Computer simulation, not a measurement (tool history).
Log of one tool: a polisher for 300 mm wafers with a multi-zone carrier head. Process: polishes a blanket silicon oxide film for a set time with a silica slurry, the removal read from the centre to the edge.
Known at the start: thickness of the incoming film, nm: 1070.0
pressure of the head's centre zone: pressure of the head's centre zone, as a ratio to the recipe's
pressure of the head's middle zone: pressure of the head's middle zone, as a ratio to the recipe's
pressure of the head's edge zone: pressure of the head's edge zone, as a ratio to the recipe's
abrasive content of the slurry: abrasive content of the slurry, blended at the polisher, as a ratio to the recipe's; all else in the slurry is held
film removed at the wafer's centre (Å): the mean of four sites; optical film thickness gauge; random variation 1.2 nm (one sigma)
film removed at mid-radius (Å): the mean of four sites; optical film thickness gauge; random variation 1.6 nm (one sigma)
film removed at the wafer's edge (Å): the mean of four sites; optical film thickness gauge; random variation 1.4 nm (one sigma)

| run | hour | flow of slurry (ml/min) | pressure of the head's centre zone | pressure of the head's middle zone | pressure of the head's edge zone | abrasive content of the slurry | polishing time (s) | film removed at the wafer's centre (Å) | film removed at mid-radius (Å) | film removed at the wafer's edge (Å) |
|---|---|---|---|---|---|---|---|---|---|---|
| 1 | 0.0 | 130 | 1.00 | 1.00 | 1.00 | 1.00 | 36 | 1012.3 | 1040.8 | 1031.4 |
| 2 | 8.6 | 140 | 1.01 | 1.01 | 1.03 | 1.05 | 36 | 1080.8 | 1102.0 | 1093.3 |
| 3 | 9.5 | 150 | 1.01 | 1.02 | 1.05 | 1.05 | 36 | 1100.4 | 1137.5 | 1091.0 |
| 4 | 17.3 | 150 | 1.00 | 1.02 | 1.07 | 1.10 | 36 | 1117.6 | 1149.1 | 1124.4 |
| 5 | 23.4 | 155 | 0.99 | 1.02 | 1.09 | 1.15 | 36 | 1135.1 | 1144.7 | 1173.6 |
| 6 | 25.8 | 155 | 1.07 | 1.02 | 1.09 | 1.15 | 36 | 1209.5 | 1182.2 | 1162.9 |
| 7 | 31.4 | 155 | 1.05 | 1.03 | 1.10 | 1.15 | 36 | 1204.1 | 1159.7 | 1173.6 |

Forecast run 8:
|  | 39.0 | edge zone pressure recalibrated |
| 8 | 39.0 | 155 | 0.97 | 1.13 | 1.12 | 1.20 | 36 | ? | ? | ? |

Run 8 gave film removed at the wafer's centre (Å) 1133.4, film removed at mid-radius (Å) 1323.8, film removed at the wafer's edge (Å) 1240.6.
